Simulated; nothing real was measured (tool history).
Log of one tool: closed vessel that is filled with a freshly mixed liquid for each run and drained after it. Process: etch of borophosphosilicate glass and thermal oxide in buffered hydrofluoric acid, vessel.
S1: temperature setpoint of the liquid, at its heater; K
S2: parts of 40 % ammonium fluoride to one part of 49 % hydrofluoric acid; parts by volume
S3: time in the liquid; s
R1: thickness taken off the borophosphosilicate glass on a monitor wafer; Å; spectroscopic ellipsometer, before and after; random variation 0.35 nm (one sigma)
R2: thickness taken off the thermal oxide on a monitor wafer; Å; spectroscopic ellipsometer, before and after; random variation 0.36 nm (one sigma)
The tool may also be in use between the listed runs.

| run | day | S1 | S2 | S3 | R1 | R2 |
|---|---|---|---|---|---|---|
| 1 | 0.000 | 297.15 | 7.0 | 60 | 1123.50 | 971.37 |
| 2 | 0.362 | 297.15 | 6.0 | 60 | 1294.60 | 1126.10 |
| 3 | 0.567 | 297.15 | 5.0 | 60 | 1512.50 | 1340.30 |
| 4 | 0.867 | 297.15 | 5.0 | 60 | 1517.40 | 1329.30 |
| 5 | 0.921 | 296.65 | 5.5 | 60 | 1333.60 | 1183.70 |
| 6 | 1.229 | 296.65 | 7.0 | 60 | 1096.30 | 962.35 |

Forecast run 7:
| 7 | 1.425 | 296.15 | 7.5 | 60 | ? | ? |

{"run 7": {"R1": 994.97, "R2": 882.39}}
